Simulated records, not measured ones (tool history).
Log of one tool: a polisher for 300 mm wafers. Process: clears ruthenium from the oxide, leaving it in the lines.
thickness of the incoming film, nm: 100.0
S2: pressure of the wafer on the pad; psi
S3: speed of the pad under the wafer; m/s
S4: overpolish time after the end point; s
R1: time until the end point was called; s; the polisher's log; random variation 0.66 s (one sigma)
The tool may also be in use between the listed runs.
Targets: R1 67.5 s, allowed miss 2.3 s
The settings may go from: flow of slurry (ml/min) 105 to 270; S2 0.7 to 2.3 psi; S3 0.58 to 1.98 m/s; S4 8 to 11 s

run 1 hour=0 | flow_of_slurry_(ml/min)=175 S2=1.5 S3=1.28 S4=11 | R1=84.188
run 2 hour=7.8 | flow_of_slurry_(ml/min)=135 S2=1.5 S3=1.28 S4=11 | R1=87.892
run 3 hour=16.4 | flow_of_slurry_(ml/min)=135 S2=1.5 S3=1.28 S4=11 | R1=90.598
run 4 hour=19.5 | flow_of_slurry_(ml/min)=155 S2=1.6 S3=1.28 S4=11 | R1=81.448
run 5 hour=26.8 | flow_of_slurry_(ml/min)=170 S2=1.6 S3=1.28 S4=11 | R1=80.405
run 6 hour=34 | flow_of_slurry_(ml/min)=170 S2=1.6 S3=1.4 S4=11 | R1=74.854
run 7 hour=42.6 | flow_of_slurry_(ml/min)=175 S2=1.6 S3=1.4 S4=11 | R1=72.293
run 8 hour=48.8 | flow_of_slurry_(ml/min)=180 S2=1.6 S3=1.4 S4=11 | R1=73.102
run 9 hour=51.2 | flow_of_slurry_(ml/min)=185 S2=1.6 S3=1.4 S4=11 | R1=73.178
run 10 hour=56.9 | flow_of_slurry_(ml/min)=190 S2=1.6 S3=1.4 S4=11 | R1=72.843
run 11 hour=63 | flow_of_slurry_(ml/min)=195 S2=1.6 S3=1.4 S4=11 | R1=73.326
run 12 hour=65.8 | flow_of_slurry_(ml/min)=195 S2=1.7 S3=1.4 S4=11 | R1=70.245

Which of these 5 next moves meets every target?
run A hour=68.6 | flow_of_slurry_(ml/min)=195 S2=1.8 S3=1.24 S4=11 | R1=?
run B hour=68.6 | flow_of_slurry_(ml/min)=210 S2=1.9 S3=1.22 S4=9 | R1=?
run C hour=68.6 | flow_of_slurry_(ml/min)=165 S2=2 S3=1.24 S4=8 | R1=?
run D hour=68.6 | flow_of_slurry_(ml/min)=270 S2=2.2 S3=1.16 S4=11 | R1=?
run E hour=68.6 | flow_of_slurry_(ml/min)=185 S2=2.1 S3=1.14 S4=11 | R1=?

move=A R1=74.317
move=B R1=71.94
move=C R1=70.864
move=D R1=65.983
move=E R1=72.823
A: further off than the last run
B: further off than the last run
C: further off than the last run
D: meets every target
E: further off than the last run
Move D is the one to make.
